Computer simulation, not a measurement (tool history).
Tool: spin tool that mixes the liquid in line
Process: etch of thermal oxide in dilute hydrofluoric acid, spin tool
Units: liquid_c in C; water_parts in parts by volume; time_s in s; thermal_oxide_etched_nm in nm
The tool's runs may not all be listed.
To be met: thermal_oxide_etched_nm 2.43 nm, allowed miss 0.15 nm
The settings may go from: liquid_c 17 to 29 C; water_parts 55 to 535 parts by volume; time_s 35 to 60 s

| run | hour | liquid_c | water_parts | time_s | thermal_oxide_etched_nm |
|---|---|---|---|---|---|
| 1 | 0 | 21 | 295 | 60 | 0.61568 |
| 2 | 5.2 | 23.5 | 295 | 60 | 0.65489 |
| 3 | 11 | 24.5 | 260 | 60 | 0.82951 |
| 4 | 18.2 | 27 | 260 | 60 | 0.9027 |
| 5 | 24.6 | 27 | 155 | 60 | 1.6088 |
| 6 | 32.2 | 27 | 145 | 60 | 1.7972 |
| 7 | 39.9 | 27 | 140 | 60 | 1.8709 |
| 8 | 43.2 | 27 | 135 | 60 | 1.895 |
| 9 | 43.8 | 27 | 130 | 60 | 2.098 |
| 10 | 47.6 | 27 | 125 | 60 | 2.1676 |

Which of these 4 next moves meets every target?
| A | 51.4 | 25.5 | 125 | 60 | ? |
| B | 51.4 | 26 | 95 | 60 | ? |
| C | 51.4 | 29 | 140 | 60 | ? |
| D | 51.4 | 26.5 | 110 | 60 | ? |

| move | thermal_oxide_etched_nm |
|---|---|
| A | 2.0458 |
| B | 2.8502 |
| C | 2.0436 |
| D | 2.4615 |
A: further off than the last run
B: takes the result that was furthest off past its target
C: further off than the last run
D: meets every target
Move D is the one to make.
